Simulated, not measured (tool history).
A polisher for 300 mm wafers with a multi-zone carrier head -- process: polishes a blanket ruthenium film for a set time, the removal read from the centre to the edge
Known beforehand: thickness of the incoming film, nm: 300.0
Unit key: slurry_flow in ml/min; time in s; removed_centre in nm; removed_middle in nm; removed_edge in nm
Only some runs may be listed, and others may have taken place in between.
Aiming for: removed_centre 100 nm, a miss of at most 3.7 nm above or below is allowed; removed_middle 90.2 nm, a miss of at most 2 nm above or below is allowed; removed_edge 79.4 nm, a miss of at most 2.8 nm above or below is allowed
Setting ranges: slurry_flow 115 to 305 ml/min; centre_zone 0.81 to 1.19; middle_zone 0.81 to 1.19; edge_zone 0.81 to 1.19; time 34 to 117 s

Run 1, hour 0: slurry_flow 195 ml/min, centre_zone 1, middle_zone 1, edge_zone 1, time 75 s. Result: removed_centre 78.486 nm, removed_middle 79.361 nm, removed_edge 77.966 nm.
Run 2, hour 7.4: slurry_flow 195 ml/min, centre_zone 1, middle_zone 1.06, edge_zone 1, time 75 s. Result: removed_centre 78.784 nm, removed_middle 82.982 nm, removed_edge 76.678 nm.
Run 3, hour 11.6: slurry_flow 205 ml/min, centre_zone 1.03, middle_zone 1.06, edge_zone 1, time 75 s. Result: removed_centre 79.94 nm, removed_middle 83.151 nm, removed_edge 79.389 nm.
Run 4, hour 19.4: slurry_flow 190 ml/min, centre_zone 1.06, middle_zone 1.06, edge_zone 0.97, time 77 s. Result: removed_centre 85.202 nm, removed_middle 84.678 nm, removed_edge 80.079 nm.
Run 5, hour 25.1: slurry_flow 190 ml/min, centre_zone 1.08, middle_zone 1.07, edge_zone 0.94, time 77 s. Result: removed_centre 89.789 nm, removed_middle 84.489 nm, removed_edge 77.916 nm.
Run 6, hour 26.5: slurry_flow 190 ml/min, centre_zone 1.16, middle_zone 1.07, edge_zone 0.94, time 77 s. Result: removed_centre 92.206 nm, removed_middle 85.25 nm, removed_edge 77.801 nm.
Run 7, hour 29.7: slurry_flow 195 ml/min, centre_zone 1.16, middle_zone 1.07, edge_zone 0.93, time 77 s. Result: removed_centre 94.994 nm, removed_middle 84.244 nm, removed_edge 78.246 nm.
Run 8, hour 36.1: slurry_flow 200 ml/min, centre_zone 1.16, middle_zone 1.08, edge_zone 0.93, time 77 s. Result: removed_centre 93.174 nm, removed_middle 86.513 nm, removed_edge 79.497 nm.
Run 9, hour 39: slurry_flow 200 ml/min, centre_zone 1.16, middle_zone 1.08, edge_zone 0.92, time 77 s. Result: removed_centre 93.249 nm, removed_middle 86.512 nm, removed_edge 77.566 nm.
Run 10, hour 45.1: slurry_flow 200 ml/min, centre_zone 1.16, middle_zone 1.08, edge_zone 0.91, time 77 s. Result: removed_centre 96.159 nm, removed_middle 86.621 nm, removed_edge 77.097 nm.
Run 11, hour 47.6: slurry_flow 205 ml/min, centre_zone 1.16, middle_zone 1.08, edge_zone 0.91, time 77 s. Result: removed_centre 95.577 nm, removed_middle 87.704 nm, removed_edge 76.339 nm.

Exercise: of the 5 proposed moves below, exactly one satisfies all targets within the stated allowed misses. Which move is it?
Run A, hour 50.1: slurry_flow 220 ml/min, centre_zone 1.11, middle_zone 1.12, edge_zone 0.81, time 76 s. Result: removed_centre ?, removed_middle ?, removed_edge ?.
Run B, hour 50.1: slurry_flow 245 ml/min, centre_zone 1.09, middle_zone 1.09, edge_zone 1, time 74 s. Result: removed_centre ?, removed_middle ?, removed_edge ?.
Run C, hour 50.1: slurry_flow 190 ml/min, centre_zone 1.16, middle_zone 1.06, edge_zone 0.86, time 82 s. Result: removed_centre ?, removed_middle ?, removed_edge ?.
Run D, hour 50.1: slurry_flow 160 ml/min, centre_zone 1.19, middle_zone 1.03, edge_zone 0.82, time 82 s. Result: removed_centre ?, removed_middle ?, removed_edge ?.
Run E, hour 50.1: slurry_flow 230 ml/min, centre_zone 1.12, middle_zone 1.09, edge_zone 0.98, time 77 s. Result: removed_centre ?, removed_middle ?, removed_edge ?.

move  removed_centre  removed_middle  removed_edge
   A          90.283          88.269        71.656
   B          87.498          85.011        77.612
   C          99.679          89.136         78.35
   D          99.451          84.844        75.357
   E          92.825          87.811        79.545
A: meets the target for the result that was furthest off, but another lies outside its allowed miss
B: lands further from the targets than the last run did
C: every result within its allowed miss
D: lands further from the targets than the last run did
E: lands further from the targets than the last run did
The move that meets every target is C.
